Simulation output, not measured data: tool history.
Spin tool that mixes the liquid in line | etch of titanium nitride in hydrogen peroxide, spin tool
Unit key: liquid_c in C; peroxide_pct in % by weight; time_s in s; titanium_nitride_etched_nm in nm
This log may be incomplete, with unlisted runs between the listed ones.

| run | hour | liquid_c | peroxide_pct | time_s | titanium_nitride_etched_nm |
|---|---|---|---|---|---|
| 1 | 0 | 44 | 19 | 255 | 7.7097 |
| 2 | 7.8 | 42.5 | 19 | 255 | 6.8868 |
| 3 | 10.7 | 41 | 19 | 255 | 6.1533 |
| 4 | 15.9 | 41 | 19 | 275 | 6.6801 |
| 5 | 23.1 | 40 | 18.5 | 275 | 6.0543 |
| 6 | 27.8 | 39 | 18.5 | 275 | 5.6279 |
| 7 | 34.3 | 38 | 18.5 | 275 | 5.2481 |
| 8 | 36.3 | 37 | 18 | 275 | 4.8344 |

What does the tool deliver on the next run?
| 9 | 41.8 | 36.5 | 17.5 | 275 | ? |

{"run 9": {"titanium_nitride_etched_nm": 4.6071}}
